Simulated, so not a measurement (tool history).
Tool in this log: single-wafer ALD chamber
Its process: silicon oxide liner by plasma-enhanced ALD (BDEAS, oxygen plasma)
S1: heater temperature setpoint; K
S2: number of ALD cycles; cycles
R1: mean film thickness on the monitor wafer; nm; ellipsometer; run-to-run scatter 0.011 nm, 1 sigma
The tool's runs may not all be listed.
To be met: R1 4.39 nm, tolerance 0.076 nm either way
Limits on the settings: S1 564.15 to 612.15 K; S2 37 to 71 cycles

Run 1, hour 0: S1 588.15 K, S2 54 cycles. Result: R1 5.1444 nm.
Run 2, hour 9: S1 589.15 K, S2 52 cycles. Result: R1 4.9729 nm.
Run 3, hour 17: S1 589.15 K, S2 55 cycles. Result: R1 5.2385 nm.
Run 4, hour 20.2: S1 589.15 K, S2 49 cycles. Result: R1 4.637 nm.
Run 5, hour 24.2: S1 600.15 K, S2 49 cycles. Result: R1 4.5942 nm.
Run 6, hour 30.5: S1 600.15 K, S2 55 cycles. Result: R1 5.1864 nm.
Run 7, hour 35.8: S1 600.15 K, S2 53 cycles. Result: R1 4.9569 nm.
Run 8, hour 42.6: S1 600.15 K, S2 52 cycles. Result: R1 4.8926 nm.
At hour 48.3: thermocouple changed; heater temperature recalibrated.
Run 9, hour 48.3: S1 600.15 K, S2 51 cycles. Result: R1 4.7937 nm.
Run 10, hour 56: S1 600.15 K, S2 51 cycles. Result: R1 4.8139 nm.
Run 11, hour 56.7: S1 600.15 K, S2 50 cycles. Result: R1 4.7311 nm.
Run 12, hour 63.8: S1 602.15 K, S2 45 cycles. Result: R1 4.2078 nm.

Next run, 4 choices. One meets every target within its allowed miss, the rest don't. Which?
Run A, hour 70.9: S1 600.15 K, S2 43 cycles. Result: R1 ?.
Run B, hour 70.9: S1 605.15 K, S2 43 cycles. Result: R1 ?.
Run C, hour 70.9: S1 604.15 K, S2 44 cycles. Result: R1 ?.
Run D, hour 70.9: S1 588.15 K, S2 46 cycles. Result: R1 ?.

move      R1
   A  4.0508
   B   4.025
   C  4.1239
   D  4.3998
A: further off than the last run
B: further off than the last run
C: further off than the last run
D: hits every target within its allowed miss
Go with D: it meets all targets.
